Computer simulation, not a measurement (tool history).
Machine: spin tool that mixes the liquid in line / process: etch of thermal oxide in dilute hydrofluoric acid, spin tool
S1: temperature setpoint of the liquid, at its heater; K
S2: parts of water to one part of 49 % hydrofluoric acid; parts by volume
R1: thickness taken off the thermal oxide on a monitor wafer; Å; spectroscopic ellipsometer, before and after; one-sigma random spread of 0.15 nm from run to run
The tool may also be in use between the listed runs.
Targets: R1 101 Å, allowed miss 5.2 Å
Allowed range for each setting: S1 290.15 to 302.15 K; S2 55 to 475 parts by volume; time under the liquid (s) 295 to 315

Run 1, hour 0: S1 294.15 K, S2 265 parts by volume, time under the liquid (s) 295. Result: R1 44.106 Å.
Run 2, hour 7.1: S1 294.65 K, S2 250 parts by volume, time under the liquid (s) 295. Result: R1 48.144 Å.
Run 3, hour 8.5: S1 294.65 K, S2 250 parts by volume, time under the liquid (s) 315. Result: R1 50.82 Å.
Run 4, hour 11.8: S1 294.65 K, S2 250 parts by volume, time under the liquid (s) 295. Result: R1 48.737 Å.
Run 5, hour 20.7: S1 295.15 K, S2 240 parts by volume, time under the liquid (s) 295. Result: R1 51.653 Å.
Run 6, hour 24.9: S1 295.15 K, S2 240 parts by volume, time under the liquid (s) 315. Result: R1 55.285 Å.
Run 7, hour 32.7: S1 295.65 K, S2 230 parts by volume, time under the liquid (s) 315. Result: R1 60.299 Å.
Run 8, hour 39.8: S1 296.15 K, S2 225 parts by volume, time under the liquid (s) 315. Result: R1 61.746 Å.
Run 9, hour 42.1: S1 296.65 K, S2 215 parts by volume, time under the liquid (s) 315. Result: R1 66.127 Å.
Run 10, hour 48.4: S1 297.15 K, S2 210 parts by volume, time under the liquid (s) 315. Result: R1 68.634 Å.
Run 11, hour 54.1: S1 297.65 K, S2 205 parts by volume, time under the liquid (s) 315. Result: R1 73.156 Å.
Run 12, hour 55.8: S1 297.65 K, S2 205 parts by volume, time under the liquid (s) 315. Result: R1 71.755 Å.
Run 13, hour 61.3: S1 298.15 K, S2 200 parts by volume, time under the liquid (s) 315. Result: R1 78.227 Å.
Run 14, hour 64.5: S1 298.65 K, S2 200 parts by volume, time under the liquid (s) 315. Result: R1 75.444 Å.
Run 15, hour 66.6: S1 300.15 K, S2 130 parts by volume, time under the liquid (s) 315. Result: R1 137.42 Å.
Run 16, hour 75.2: S1 299.65 K, S2 135 parts by volume, time under the liquid (s) 315. Result: R1 126.55 Å.
Run 17, hour 77.5: S1 299.15 K, S2 135 parts by volume, time under the liquid (s) 315. Result: R1 128.25 Å.
Run 18, hour 82.8: S1 299.15 K, S2 135 parts by volume, time under the liquid (s) 315. Result: R1 126.63 Å.
Run 19, hour 88.7: S1 299.15 K, S2 140 parts by volume, time under the liquid (s) 315. Result: R1 121.75 Å.

Which of these 5 next moves meets every target?
Run A, hour 94.6: S1 300.15 K, S2 150 parts by volume, time under the liquid (s) 315. Result: R1 ?.
Run B, hour 94.6: S1 299.15 K, S2 175 parts by volume, time under the liquid (s) 305. Result: R1 ?.
Run C, hour 94.6: S1 300.15 K, S2 145 parts by volume, time under the liquid (s) 300. Result: R1 ?.
Run D, hour 94.6: S1 299.65 K, S2 180 parts by volume, time under the liquid (s) 310. Result: R1 ?.
Run E, hour 94.6: S1 298.15 K, S2 160 parts by volume, time under the liquid (s) 315. Result: R1 ?.

move      R1
   A  119.25
   B  92.585
   C  118.22
   D   92.64
   E  102.53
A: nearer the targets than the last run, but a result is still out of spec
B: moves the result that the last run missed by most past its target, out the other side
C: nearer the targets than the last run, but a result is still out of spec
D: moves the result that the last run missed by most past its target, out the other side
E: in spec on every target
Answer: E
